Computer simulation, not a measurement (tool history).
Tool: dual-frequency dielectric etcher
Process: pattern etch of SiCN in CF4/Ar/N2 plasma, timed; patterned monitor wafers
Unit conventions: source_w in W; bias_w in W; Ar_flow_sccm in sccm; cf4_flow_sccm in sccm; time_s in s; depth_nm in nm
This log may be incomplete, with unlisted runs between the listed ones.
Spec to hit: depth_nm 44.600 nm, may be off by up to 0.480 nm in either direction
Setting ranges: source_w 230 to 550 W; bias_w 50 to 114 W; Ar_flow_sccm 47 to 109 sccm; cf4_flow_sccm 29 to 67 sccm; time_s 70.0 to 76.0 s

run,hour,source_w,bias_w,Ar_flow_sccm,cf4_flow_sccm,time_s,depth_nm
1,0.0,390,82,78,48,76.0,60.936
2,7.0,390,96,78,48,76.0,65.331
3,8.7,390,96,78,54,76.0,66.796
4,15.4,390,96,68,54,76.0,67.880
5,18.4,360,94,68,54,76.0,63.418
6,26.5,360,94,56,54,76.0,65.261
7,27.8,340,90,56,54,76.0,61.438
8,33.3,320,87,56,54,76.0,58.087
9,35.2,300,84,56,54,76.0,54.626
10,42.0,290,82,56,54,76.0,52.746
11,45.9,280,81,56,54,76.0,51.361
12,48.6,270,80,56,54,76.0,49.678
13,50.2,260,79,56,54,76.0,48.123
14,55.6,250,79,56,54,76.0,46.791
15,57.1,240,79,56,54,76.0,45.606

Which of these 5 next moves meets every target?
A,58.6,250,88,64,50,71.5,?
B,58.6,280,64,50,48,75.5,?
C,58.6,260,76,63,55,74.0,?
D,58.6,260,81,56,58,71.5,?
E,58.6,270,74,59,52,73.5,?

move,depth_nm
A,44.755
B,46.368
C,45.621
D,46.328
E,46.059
A: all results land within tolerance of their targets
B: moves away from the targets compared with the last run
C: no better and no worse than the last run
D: moves away from the targets compared with the last run
E: moves away from the targets compared with the last run
Move A is the one to make.
